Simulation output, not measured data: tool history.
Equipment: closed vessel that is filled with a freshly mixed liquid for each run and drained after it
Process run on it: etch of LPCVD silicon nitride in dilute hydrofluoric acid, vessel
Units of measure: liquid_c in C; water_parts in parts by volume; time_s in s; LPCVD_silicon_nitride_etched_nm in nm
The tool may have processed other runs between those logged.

| run | day | liquid_c | water_parts | time_s | LPCVD_silicon_nitride_etched_nm |
|---|---|---|---|---|---|
| 1 | 0 | 22 | 245 | 2625 | 4.7956 |
| 2 | 0.325 | 22 | 245 | 2830 | 5.1412 |
| 3 | 0.712 | 22 | 195 | 2830 | 6.4234 |
| 4 | 1.021 | 21 | 210 | 2830 | 5.5728 |
| 5 | 1.225 | 18.5 | 210 | 2830 | 4.8011 |
| 6 | 1.629 | 18 | 220 | 2830 | 4.4397 |

What will run 7 give?
| 7 | 1.892 | 18 | 230 | 2830 | ? |

{"run 7": {"LPCVD_silicon_nitride_etched_nm": 4.241}}

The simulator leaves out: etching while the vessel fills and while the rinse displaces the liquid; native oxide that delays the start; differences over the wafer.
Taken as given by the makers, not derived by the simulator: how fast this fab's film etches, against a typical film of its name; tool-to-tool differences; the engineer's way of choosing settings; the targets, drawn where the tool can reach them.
